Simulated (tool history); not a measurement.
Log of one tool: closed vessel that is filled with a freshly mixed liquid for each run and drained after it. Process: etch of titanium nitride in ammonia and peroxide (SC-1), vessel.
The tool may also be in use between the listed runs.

| run | day | temperature setpoint of the liquid (°C) | parts of water to one part of 30 % peroxide (parts by volume) | parts of 29 % ammonia solution to one part of 30 % peroxide (parts by volume) | time in the liquid (s) | thickness taken off the titanium nitride on a monitor wafer (angstrom) |
|---|---|---|---|---|---|---|
| 1 | 0.000 | 55.0 | 6.5 | 0.85 | 250 | 177.91 |
| 2 | 0.258 | 52.0 | 6.5 | 0.85 | 250 | 145.78 |
| 3 | 0.558 | 56.0 | 6.5 | 0.85 | 250 | 186.42 |
| 4 | 0.804 | 56.0 | 6.5 | 0.85 | 265 | 199.50 |
| 5 | 1.158 | 56.0 | 5.0 | 0.85 | 265 | 222.93 |
| 6 | 1.292 | 51.5 | 5.0 | 0.85 | 265 | 167.65 |
| 7 | 1.517 | 48.5 | 5.0 | 0.85 | 265 | 133.09 |
| 8 | 1.696 | 47.0 | 5.0 | 0.85 | 265 | 122.76 |

Run 9 comes next. What will it give?
| 9 | 1.950 | 46.0 | 5.0 | 0.85 | 265 | ? |

Run 9 gave thickness taken off the titanium nitride on a monitor wafer (angstrom) 110.68.
